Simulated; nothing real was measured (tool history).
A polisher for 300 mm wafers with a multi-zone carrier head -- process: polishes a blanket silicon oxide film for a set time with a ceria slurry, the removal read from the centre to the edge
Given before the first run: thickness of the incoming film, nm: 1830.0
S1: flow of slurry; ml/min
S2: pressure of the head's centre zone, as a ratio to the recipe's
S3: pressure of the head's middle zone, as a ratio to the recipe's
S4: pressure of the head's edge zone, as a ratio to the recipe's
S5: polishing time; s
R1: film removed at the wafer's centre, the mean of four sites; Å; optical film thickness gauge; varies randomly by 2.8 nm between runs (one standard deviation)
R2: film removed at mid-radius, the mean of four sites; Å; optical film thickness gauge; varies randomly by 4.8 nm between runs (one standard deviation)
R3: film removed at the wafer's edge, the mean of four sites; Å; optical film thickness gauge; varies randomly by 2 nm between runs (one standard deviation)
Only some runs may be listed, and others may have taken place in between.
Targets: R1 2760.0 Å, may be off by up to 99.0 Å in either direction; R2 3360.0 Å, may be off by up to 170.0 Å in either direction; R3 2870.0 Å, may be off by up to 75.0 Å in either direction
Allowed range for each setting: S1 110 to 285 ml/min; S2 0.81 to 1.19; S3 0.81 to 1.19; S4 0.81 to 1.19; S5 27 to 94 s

{"run": 1, "day": 0.0, "S1": 180, "S2": 1.0, "S3": 1.0, "S4": 1.0, "S5": 60, "R1": 3631.1, "R2": 3350.1, "R3": 3360.0}
{"run": 2, "day": 0.204, "S1": 180, "S2": 1.08, "S3": 1.0, "S4": 1.0, "S5": 60, "R1": 3973.6, "R2": 3439.0, "R3": 3338.6}
{"run": 3, "day": 0.392, "S1": 175, "S2": 1.04, "S3": 1.02, "S4": 0.98, "S5": 59, "R1": 3722.0, "R2": 3407.9, "R3": 3249.7}
{"run": 4, "day": 0.762, "S1": 170, "S2": 1.01, "S3": 1.04, "S4": 0.96, "S5": 58, "R1": 3461.8, "R2": 3341.6, "R3": 3187.7}
{"run": 5, "day": 0.838, "S1": 170, "S2": 1.01, "S3": 1.04, "S4": 1.05, "S5": 58, "R1": 3538.0, "R2": 3379.6, "R3": 3249.2}
{"run": 6, "day": 1.033, "S1": 165, "S2": 0.99, "S3": 1.06, "S4": 1.04, "S5": 57, "R1": 3357.1, "R2": 3264.6, "R3": 3213.9}
{"run": 7, "day": 1.379, "S1": 165, "S2": 0.98, "S3": 1.08, "S4": 1.0, "S5": 56, "R1": 3309.3, "R2": 3233.9, "R3": 3065.4}
{"run": 8, "day": 1.454, "S1": 160, "S2": 0.95, "S3": 1.1, "S4": 0.97, "S5": 56, "R1": 3201.7, "R2": 3380.8, "R3": 3036.0}
{"run": 9, "day": 1.704, "S1": 130, "S2": 0.85, "S3": 1.1, "S4": 0.92, "S5": 54, "R1": 2568.5, "R2": 3047.2, "R3": 2767.7}
{"run": 10, "day": 1.833, "S1": 135, "S2": 0.85, "S3": 1.11, "S4": 0.92, "S5": 54, "R1": 2616.2, "R2": 3173.4, "R3": 2800.2}
{"run": 11, "day": 1.862, "S1": 140, "S2": 0.85, "S3": 1.11, "S4": 0.92, "S5": 54, "R1": 2647.0, "R2": 3211.4, "R3": 2781.7}
{"run": 12, "day": 1.95, "S1": 145, "S2": 0.85, "S3": 1.11, "S4": 0.92, "S5": 54, "R1": 2664.5, "R2": 3216.0, "R3": 2804.4}

Next run, 5 choices. One meets every target within its allowed miss, the rest don't. Which?
{"run": "A", "day": 2.038, "S1": 110, "S2": 0.87, "S3": 1.07, "S4": 0.98, "S5": 56, "R1": "?", "R2": "?", "R3": "?"}
{"run": "B", "day": 2.038, "S1": 130, "S2": 0.82, "S3": 1.1, "S4": 0.87, "S5": 55, "R1": "?", "R2": "?", "R3": "?"}
{"run": "C", "day": 2.038, "S1": 145, "S2": 0.9, "S3": 1.07, "S4": 1.02, "S5": 53, "R1": "?", "R2": "?", "R3": "?"}
{"run": "D", "day": 2.038, "S1": 130, "S2": 0.84, "S3": 1.13, "S4": 0.94, "S5": 55, "R1": "?", "R2": "?", "R3": "?"}
{"run": "E", "day": 2.038, "S1": 240, "S2": 0.83, "S3": 1.12, "S4": 0.91, "S5": 52, "R1": "?", "R2": "?", "R3": "?"}

move=A R1=2581.3 R2=3022.6 R3=2885.6
move=B R1=2525.6 R2=3190.9 R3=2793.8
move=C R1=2752.9 R2=3081.8 R3=2925.5
move=D R1=2587.8 R2=3264.8 R3=2878.7
move=E R1=2745.5 R2=3429.8 R3=2918.1
A: its largest miss is bigger than the last run's
B: its largest miss is bigger than the last run's
C: meets the target for the result that was furthest off, but another lies outside its allowed miss
D: its largest miss is bigger than the last run's
E: every result within its allowed miss
Move E is the one to make.
